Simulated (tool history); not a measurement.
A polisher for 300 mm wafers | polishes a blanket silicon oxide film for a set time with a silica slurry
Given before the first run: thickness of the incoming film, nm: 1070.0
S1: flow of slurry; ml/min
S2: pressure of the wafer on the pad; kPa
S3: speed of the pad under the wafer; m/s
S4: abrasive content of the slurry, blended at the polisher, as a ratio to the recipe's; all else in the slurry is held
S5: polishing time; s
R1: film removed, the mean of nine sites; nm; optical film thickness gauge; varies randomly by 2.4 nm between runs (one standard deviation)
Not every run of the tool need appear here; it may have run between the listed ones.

Run 1, hour 0: S1 140 ml/min, S2 23.4 kPa, S3 1.28 m/s, S4 1, S5 80 s. Result: R1 265.53 nm.
Run 2, hour 7.9: S1 150 ml/min, S2 24.1 kPa, S3 1.28 m/s, S4 1, S5 80 s. Result: R1 273.35 nm.
Run 3, hour 12.2: S1 150 ml/min, S2 24.1 kPa, S3 1.28 m/s, S4 1, S5 83 s. Result: R1 280.06 nm.
Run 4, hour 18.2: S1 150 ml/min, S2 24.8 kPa, S3 1.28 m/s, S4 1, S5 83 s. Result: R1 287.49 nm.
Run 5, hour 25.8: S1 150 ml/min, S2 24.8 kPa, S3 1.4 m/s, S4 1, S5 83 s. Result: R1 311.52 nm.
At hour 33.9: worn pad replaced by a new one.
Run 6, hour 33.9: S1 150 ml/min, S2 22.1 kPa, S3 1.4 m/s, S4 1, S5 83 s. Result: R1 302.38 nm.
Run 7, hour 37.9: S1 155 ml/min, S2 22.1 kPa, S3 1.4 m/s, S4 1, S5 83 s. Result: R1 303.66 nm.
Run 8, hour 46.4: S1 160 ml/min, S2 22.1 kPa, S3 1.4 m/s, S4 1, S5 83 s. Result: R1 304.78 nm.
Run 9, hour 49.5: S1 165 ml/min, S2 22.1 kPa, S3 1.4 m/s, S4 1, S5 83 s. Result: R1 303.92 nm.

Run 10 comes next. What will it give?
Run 10, hour 58.5: S1 170 ml/min, S2 22.1 kPa, S3 1.4 m/s, S4 1, S5 83 s. Result: R1 ?.

R1: 307.33 nm
